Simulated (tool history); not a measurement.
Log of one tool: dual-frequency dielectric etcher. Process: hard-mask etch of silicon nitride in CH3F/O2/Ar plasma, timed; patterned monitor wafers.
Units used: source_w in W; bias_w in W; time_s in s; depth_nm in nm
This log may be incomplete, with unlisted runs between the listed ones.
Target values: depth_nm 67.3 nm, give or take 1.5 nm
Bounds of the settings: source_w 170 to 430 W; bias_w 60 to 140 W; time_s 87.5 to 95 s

run  hour  source_w  bias_w  time_s  depth_nm
  1     0       300     100      95     58.36
  2   7.6       320     102      95    59.958
  3   8.8       320     102      95    60.889
  4  17.5       320     102      95    60.263
  5  20.9       340     103      95    61.653
  6  27.2       340     103    87.5    56.828
  7  30.4       350     110    88.5    60.463
       31  -- wet clean of the chamber
  8    31       360     113    88.5    64.959
  9  31.6       370     113    88.5    64.994

Which single option among these 4 for the next run brings every result within its allowed miss of target? Just one does.
  A  32.2       380     118      95         ?
  B  32.2       380     108    88.5         ?
  C  32.2       320     106      94         ?
  D  32.2       370     105      95         ?

move  depth_nm
   A     71.89
   B    64.139
   C    63.244
   D    67.222
A: pushes the last run's worst result past its target
B: the biggest miss grows against the last run
C: the biggest miss grows against the last run
D: hits every target within its allowed miss
Answer: D
